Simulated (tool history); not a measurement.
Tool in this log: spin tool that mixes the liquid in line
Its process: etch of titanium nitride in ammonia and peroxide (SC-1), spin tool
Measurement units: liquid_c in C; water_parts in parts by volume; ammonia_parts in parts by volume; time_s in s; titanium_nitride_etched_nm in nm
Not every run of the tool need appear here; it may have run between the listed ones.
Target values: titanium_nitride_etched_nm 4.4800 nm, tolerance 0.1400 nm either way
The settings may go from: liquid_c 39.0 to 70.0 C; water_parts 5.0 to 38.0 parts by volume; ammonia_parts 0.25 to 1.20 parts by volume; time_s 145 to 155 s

{"run": 1, "hour": 0.0, "liquid_c": 55.0, "water_parts": 21.0, "ammonia_parts": 0.95, "time_s": 145, "titanium_nitride_etched_nm": 7.9439}
{"run": 2, "hour": 7.5, "liquid_c": 61.5, "water_parts": 21.0, "ammonia_parts": 0.95, "time_s": 145, "titanium_nitride_etched_nm": 12.12}
{"run": 3, "hour": 11.0, "liquid_c": 56.5, "water_parts": 21.0, "ammonia_parts": 0.95, "time_s": 145, "titanium_nitride_etched_nm": 8.6945}
{"run": 4, "hour": 14.8, "liquid_c": 56.5, "water_parts": 21.0, "ammonia_parts": 1.2, "time_s": 145, "titanium_nitride_etched_nm": 8.9627}
{"run": 5, "hour": 18.6, "liquid_c": 53.0, "water_parts": 21.0, "ammonia_parts": 1.2, "time_s": 145, "titanium_nitride_etched_nm": 7.0381}
{"run": 6, "hour": 21.6, "liquid_c": 50.5, "water_parts": 21.0, "ammonia_parts": 1.2, "time_s": 145, "titanium_nitride_etched_nm": 6.012}
{"run": 7, "hour": 23.9, "liquid_c": 45.0, "water_parts": 21.0, "ammonia_parts": 1.2, "time_s": 145, "titanium_nitride_etched_nm": 4.0572}
{"run": 8, "hour": 27.9, "liquid_c": 45.5, "water_parts": 21.0, "ammonia_parts": 1.2, "time_s": 145, "titanium_nitride_etched_nm": 4.152}

Which one of the following 4 next-run settings gets every result inside its allowed miss? There is exactly one.
{"run": "A", "hour": 31.9, "liquid_c": 43.5, "water_parts": 17.5, "ammonia_parts": 1.2, "time_s": 145, "titanium_nitride_etched_nm": "?"}
{"run": "B", "hour": 31.9, "liquid_c": 44.5, "water_parts": 20.0, "ammonia_parts": 1.2, "time_s": 150, "titanium_nitride_etched_nm": "?"}
{"run": "C", "hour": 31.9, "liquid_c": 44.0, "water_parts": 17.5, "ammonia_parts": 1.2, "time_s": 155, "titanium_nitride_etched_nm": "?"}
{"run": "D", "hour": 31.9, "liquid_c": 45.0, "water_parts": 20.5, "ammonia_parts": 1.0, "time_s": 155, "titanium_nitride_etched_nm": "?"}

move=A titanium_nitride_etched_nm=4.0199
move=B titanium_nitride_etched_nm=4.1595
move=C titanium_nitride_etched_nm=4.4557
move=D titanium_nitride_etched_nm=4.2591
A: lands further from the targets than the last run did
B: no better and no worse than the last run
C: every result within its allowed miss
D: moves toward the targets from the last run without getting all of them in spec
The move that meets every target is C.

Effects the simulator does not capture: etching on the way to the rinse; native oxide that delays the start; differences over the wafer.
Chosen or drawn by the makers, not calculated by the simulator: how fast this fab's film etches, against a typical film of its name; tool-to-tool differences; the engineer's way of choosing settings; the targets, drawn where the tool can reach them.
